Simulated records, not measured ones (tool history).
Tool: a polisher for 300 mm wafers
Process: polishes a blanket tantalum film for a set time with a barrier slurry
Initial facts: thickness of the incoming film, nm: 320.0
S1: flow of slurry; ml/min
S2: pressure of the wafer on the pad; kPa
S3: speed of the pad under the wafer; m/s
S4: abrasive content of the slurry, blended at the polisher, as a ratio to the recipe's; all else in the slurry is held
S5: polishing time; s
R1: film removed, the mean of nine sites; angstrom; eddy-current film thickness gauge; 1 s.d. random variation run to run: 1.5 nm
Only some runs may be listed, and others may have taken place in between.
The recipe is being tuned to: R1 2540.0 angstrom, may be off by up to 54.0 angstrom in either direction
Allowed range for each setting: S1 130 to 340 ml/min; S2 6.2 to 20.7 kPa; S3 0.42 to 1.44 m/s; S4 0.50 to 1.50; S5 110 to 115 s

run    day   S1    S2    S3    S4   S5      R1
  1  0.000  220  13.1  0.92  1.00  110  1707.2
  2  0.321  175  13.1  0.92  1.00  110  1651.5
  3  0.546  195  14.5  0.92  1.00  110  1846.7
  4  0.892  195  14.5  0.92  1.00  115  1944.5
  5  1.250  195  14.5  0.92  1.15  115  2007.0
  6  1.333  195  14.5  0.78  1.15  115  1699.6
  7  1.504  210  15.9  0.78  1.15  115  1889.8
  8  1.546  225  16.5  0.78  1.15  115  1972.7
     1.600  -- slurry blender recalibrated
  9  1.600  230  17.2  0.78  1.15  115  2229.0
 10  1.854  290  17.2  0.78  1.15  115  2242.1
 11  2.200  295  17.9  0.78  1.15  115  2349.6

Next run, 5 choices. One meets every target within its allowed miss, the rest don't. Which?
  A  2.546  295  16.5  0.82  1.25  111   ?
  B  2.546  300  20.0  0.76  1.40  111   ?
  C  2.546  295  17.9  0.84  1.00  115   ?
  D  2.546  305  18.6  0.88  1.25  112   ?
  E  2.546  325  17.9  0.82  1.25  110   ?

move      R1
   A  2228.6
   B  2543.8
   C  2460.3
   D  2709.9
   E  2409.2
A: misses by more than the last run did
B: all results land within tolerance of their targets
C: nearer than the last run, and not there yet
D: takes the result that was furthest off past its target
E: nearer than the last run, and not there yet
Answer: B
